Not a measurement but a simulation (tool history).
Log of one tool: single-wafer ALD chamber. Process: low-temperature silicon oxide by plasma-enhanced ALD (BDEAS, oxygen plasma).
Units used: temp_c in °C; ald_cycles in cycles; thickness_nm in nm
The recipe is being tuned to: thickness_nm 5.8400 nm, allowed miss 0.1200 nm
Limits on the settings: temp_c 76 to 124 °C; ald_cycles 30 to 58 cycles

Run 1, hour 0.0: temp_c 100 °C, ald_cycles 44 cycles. Result: thickness_nm 7.0452 nm.
Run 2, hour 1.0: temp_c 100 °C, ald_cycles 47 cycles. Result: thickness_nm 7.4667 nm.
Run 3, hour 1.6: temp_c 90 °C, ald_cycles 47 cycles. Result: thickness_nm 7.7932 nm.
Run 4, hour 5.4: temp_c 95 °C, ald_cycles 45 cycles. Result: thickness_nm 7.3020 nm.
Run 5, hour 9.2: temp_c 85 °C, ald_cycles 45 cycles. Result: thickness_nm 7.5951 nm.
Run 6, hour 9.9: temp_c 91 °C, ald_cycles 43 cycles. Result: thickness_nm 7.1222 nm.
Run 7, hour 16.1: temp_c 96 °C, ald_cycles 42 cycles. Result: thickness_nm 6.8196 nm.
Run 8, hour 18.0: temp_c 100 °C, ald_cycles 41 cycles. Result: thickness_nm 6.5775 nm.
Run 9, hour 22.4: temp_c 103 °C, ald_cycles 40 cycles. Result: thickness_nm 6.3438 nm.
Run 10, hour 28.9: temp_c 106 °C, ald_cycles 40 cycles. Result: thickness_nm 6.2076 nm.
Run 11, hour 30.1: temp_c 108 °C, ald_cycles 40 cycles. Result: thickness_nm 6.2164 nm.
Run 12, hour 37.0: temp_c 110 °C, ald_cycles 40 cycles. Result: thickness_nm 6.1818 nm.
Run 13, hour 37.8: temp_c 112 °C, ald_cycles 40 cycles. Result: thickness_nm 6.1492 nm.
Run 14, hour 42.6: temp_c 113 °C, ald_cycles 40 cycles. Result: thickness_nm 6.1516 nm.
Run 15, hour 49.9: temp_c 114 °C, ald_cycles 40 cycles. Result: thickness_nm 6.1336 nm.
Run 16, hour 52.2: temp_c 115 °C, ald_cycles 40 cycles. Result: thickness_nm 6.1254 nm.
Run 17, hour 54.3: temp_c 116 °C, ald_cycles 40 cycles. Result: thickness_nm 6.1212 nm.
Run 18, hour 59.6: temp_c 117 °C, ald_cycles 40 cycles. Result: thickness_nm 6.0981 nm.

Which of these 5 next moves meets every target?
Run A, hour 64.9: temp_c 121 °C, ald_cycles 39 cycles. Result: thickness_nm ?.
Run B, hour 64.9: temp_c 117 °C, ald_cycles 37 cycles. Result: thickness_nm ?.
Run C, hour 64.9: temp_c 114 °C, ald_cycles 42 cycles. Result: thickness_nm ?.
Run D, hour 64.9: temp_c 116 °C, ald_cycles 41 cycles. Result: thickness_nm ?.
Run E, hour 64.9: temp_c 123 °C, ald_cycles 41 cycles. Result: thickness_nm ?.

move  thickness_nm
   A        5.8998
   B        5.6448
   C        6.4482
   D        6.2683
   E        6.1760
A: every result lands within tolerance
B: takes the biggest miss from the last run beyond its target
C: moves away from the targets compared with the last run
D: moves away from the targets compared with the last run
E: moves away from the targets compared with the last run
The right move is A.
